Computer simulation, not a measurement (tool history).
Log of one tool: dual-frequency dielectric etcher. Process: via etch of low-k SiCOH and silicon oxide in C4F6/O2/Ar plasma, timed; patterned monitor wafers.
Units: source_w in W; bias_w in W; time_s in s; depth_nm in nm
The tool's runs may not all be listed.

run  hour  source_w  bias_w  time_s  depth_nm
  1     0       340     144    51.5    112.05
  2   1.5       330     142    51.5    110.59
  3   8.7       330     142      54    116.34
  4  13.1       330     142    51.5    110.63
  5  16.5       320     140    51.5    107.01
  6  18.5       310     140    51.5    105.56

Run 7 comes next. What will it give?
  7  20.7       310     140    51.5         ?

{"run 7": {"depth_nm": 105.43}}

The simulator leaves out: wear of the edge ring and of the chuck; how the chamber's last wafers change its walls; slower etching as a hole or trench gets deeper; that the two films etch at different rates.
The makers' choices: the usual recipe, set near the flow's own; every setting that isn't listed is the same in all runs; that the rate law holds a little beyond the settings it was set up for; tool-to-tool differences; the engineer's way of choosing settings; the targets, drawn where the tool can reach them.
